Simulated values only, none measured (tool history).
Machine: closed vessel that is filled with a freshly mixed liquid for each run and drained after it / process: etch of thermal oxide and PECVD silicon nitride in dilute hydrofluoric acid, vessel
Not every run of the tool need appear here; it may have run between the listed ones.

run    day  temperature setpoint of the liquid (°C)  parts of water to one part of 49 % hydrofluoric acid (parts by volume)  time in the liquid (s)  thickness taken off the thermal oxide on a monitor wafer (Å)  thickness taken off the PECVD silicon nitride on a monitor wafer (Å)
  1      0                                       24                                                                      80                     345                                                        186.54                                                                70.002
  2  0.217                                       24                                                                     100                     345                                                        146.92                                                                56.095
  3  0.512                                     21.5                                                                     100                     345                                                        129.83                                                                47.062
  4    0.7                                     21.5                                                                      85                     345                                                        157.64                                                                55.652
  5  1.008                                     19.5                                                                      85                     345                                                        144.61                                                                48.348
  6  1.279                                     19.5                                                                      60                     345                                                        213.04                                                                68.029
  7  1.362                                       21                                                                      60                     345                                                        227.36                                                                75.634
  8  1.562                                     22.5                                                                      60                     345                                                        238.82                                                                83.088
  9  1.933                                     23.5                                                                      60                     345                                                        254.49                                                                89.413
 10    2.2                                     24.5                                                                      60                     345                                                        259.16                                                                95.501
 11  2.342                                     25.5                                                                      60                     345                                                        275.15                                                                102.04
 12  2.529                                     26.5                                                                      60                     345                                                        283.28                                                                109.41

Run 13, settings as shown, results not yet in. Your forecast:
 13  2.708                                       27                                                                      60                     345                                                             ?                                                                     ?

{"run 13": {"thickness taken off the thermal oxide on a monitor wafer (Å)": 289.9, "thickness taken off the PECVD silicon nitride on a monitor wafer (Å)": 113.2}}
